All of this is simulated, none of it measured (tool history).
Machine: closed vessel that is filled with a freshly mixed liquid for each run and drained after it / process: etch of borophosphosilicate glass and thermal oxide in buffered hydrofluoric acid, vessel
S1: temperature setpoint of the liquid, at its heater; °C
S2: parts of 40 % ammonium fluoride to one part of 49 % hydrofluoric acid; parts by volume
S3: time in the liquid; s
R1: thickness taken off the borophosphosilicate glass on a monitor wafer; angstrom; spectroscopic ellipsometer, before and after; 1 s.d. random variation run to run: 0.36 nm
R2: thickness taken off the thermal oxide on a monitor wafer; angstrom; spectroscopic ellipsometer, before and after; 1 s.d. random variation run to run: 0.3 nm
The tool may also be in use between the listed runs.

run 1 hour=0.0 | S1=23.0 S2=8.0 S3=60 | R1=827.46 R2=858.37
run 2 hour=5.8 | S1=23.0 S2=9.5 S3=60 | R1=710.96 R2=729.97
run 3 hour=8.9 | S1=21.5 S2=9.5 S3=60 | R1=648.72 R2=672.61
run 4 hour=11.1 | S1=21.5 S2=9.5 S3=80 | R1=858.82 R2=886.11
run 5 hour=18.9 | S1=21.5 S2=11.0 S3=80 | R1=751.00 R2=785.03
run 6 hour=26.3 | S1=21.5 S2=11.0 S3=70 | R1=667.72 R2=691.66
run 7 hour=34.9 | S1=20.5 S2=11.0 S3=70 | R1=636.92 R2=651.38
run 8 hour=40.9 | S1=20.0 S2=11.0 S3=70 | R1=614.92 R2=639.78

Predict the results of run 9:
run 9 hour=47.4 | S1=19.5 S2=11.0 S3=70 | R1=? R2=?

R1: 598.22 angstrom
R2: 619.61 angstrom
